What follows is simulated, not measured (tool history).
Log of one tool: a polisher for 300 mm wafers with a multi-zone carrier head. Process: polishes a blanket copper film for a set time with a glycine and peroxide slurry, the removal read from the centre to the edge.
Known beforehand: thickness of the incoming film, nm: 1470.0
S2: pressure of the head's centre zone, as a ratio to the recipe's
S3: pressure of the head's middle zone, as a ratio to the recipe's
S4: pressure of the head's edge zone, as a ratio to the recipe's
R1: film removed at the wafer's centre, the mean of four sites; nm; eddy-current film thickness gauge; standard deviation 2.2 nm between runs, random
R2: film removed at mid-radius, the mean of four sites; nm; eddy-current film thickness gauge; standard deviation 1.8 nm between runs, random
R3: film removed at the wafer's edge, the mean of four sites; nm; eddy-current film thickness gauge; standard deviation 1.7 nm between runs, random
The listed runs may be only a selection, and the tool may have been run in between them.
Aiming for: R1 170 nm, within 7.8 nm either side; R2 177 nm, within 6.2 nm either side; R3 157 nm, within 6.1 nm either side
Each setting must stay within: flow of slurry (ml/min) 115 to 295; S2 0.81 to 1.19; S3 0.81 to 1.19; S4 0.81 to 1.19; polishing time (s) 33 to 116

Run 1, hour 0: flow of slurry (ml/min) 190, S2 1, S3 1, S4 1, polishing time (s) 74. Result: R1 255.1 nm, R2 253.69 nm, R3 260.36 nm.
Run 2, hour 7.2: flow of slurry (ml/min) 150, S2 1, S3 1, S4 1, polishing time (s) 74. Result: R1 251.12 nm, R2 252.03 nm, R3 250.22 nm.
Run 3, hour 14.3: flow of slurry (ml/min) 140, S2 1, S3 1.01, S4 0.97, polishing time (s) 67. Result: R1 226.13 nm, R2 228.19 nm, R3 222.13 nm.
Run 4, hour 21.7: flow of slurry (ml/min) 135, S2 1, S3 1.02, S4 0.94, polishing time (s) 62. Result: R1 207.18 nm, R2 209.92 nm, R3 200.71 nm.
Run 5, hour 27.2: flow of slurry (ml/min) 135, S2 1, S3 1.02, S4 0.94, polishing time (s) 49. Result: R1 166.08 nm, R2 164.82 nm, R3 160.27 nm.
Run 6, hour 29: flow of slurry (ml/min) 135, S2 0.92, S3 1.02, S4 0.94, polishing time (s) 49. Result: R1 155.08 nm, R2 169.04 nm, R3 161.69 nm.
Run 7, hour 35.6: flow of slurry (ml/min) 135, S2 0.94, S3 1.04, S4 0.92, polishing time (s) 49. Result: R1 154.08 nm, R2 168.34 nm, R3 159.5 nm.
Run 8, hour 43.7: flow of slurry (ml/min) 135, S2 0.94, S3 1.04, S4 0.92, polishing time (s) 49. Result: R1 154.15 nm, R2 170.16 nm, R3 158.76 nm.
Run 9, hour 48: flow of slurry (ml/min) 135, S2 0.96, S3 1.05, S4 0.91, polishing time (s) 49. Result: R1 155.88 nm, R2 175.05 nm, R3 160.95 nm.
Run 10, hour 54.4: flow of slurry (ml/min) 130, S2 0.99, S3 1.05, S4 0.9, polishing time (s) 49. Result: R1 156.88 nm, R2 169.38 nm, R3 157.72 nm.

Consider the 5 candidate settings below. Which is the only one whose results all fall within their allowed miss of target?
Run A, hour 60.8: flow of slurry (ml/min) 115, S2 1.13, S3 1.02, S4 0.88, polishing time (s) 48. Result: R1 ?, R2 ?, R3 ?.
Run B, hour 60.8: flow of slurry (ml/min) 170, S2 0.87, S3 1.1, S4 0.9, polishing time (s) 47. Result: R1 ?, R2 ?, R3 ?.
Run C, hour 60.8: flow of slurry (ml/min) 135, S2 1.05, S3 0.96, S4 0.9, polishing time (s) 49. Result: R1 ?, R2 ?, R3 ?.
Run D, hour 60.8: flow of slurry (ml/min) 140, S2 0.97, S3 0.9, S4 0.94, polishing time (s) 53. Result: R1 ?, R2 ?, R3 ?.
Run E, hour 60.8: flow of slurry (ml/min) 125, S2 1.05, S3 1.1, S4 0.88, polishing time (s) 49. Result: R1 ?, R2 ?, R3 ?.

move      R1      R2      R3
   A  178.32  161.13  152.02
   B  145.78  175.46   154.2
   C  173.89  159.02  158.28
   D  176.24  163.66  174.13
   E  172.47  177.03  156.01
A: takes the biggest miss from the last run beyond its target
B: further off than the last run
C: the worst result of the last run now meets its target, but another is out of spec
D: the worst result of the last run now meets its target, but another is out of spec
E: each result inside its tolerance
Move E is the one to make.
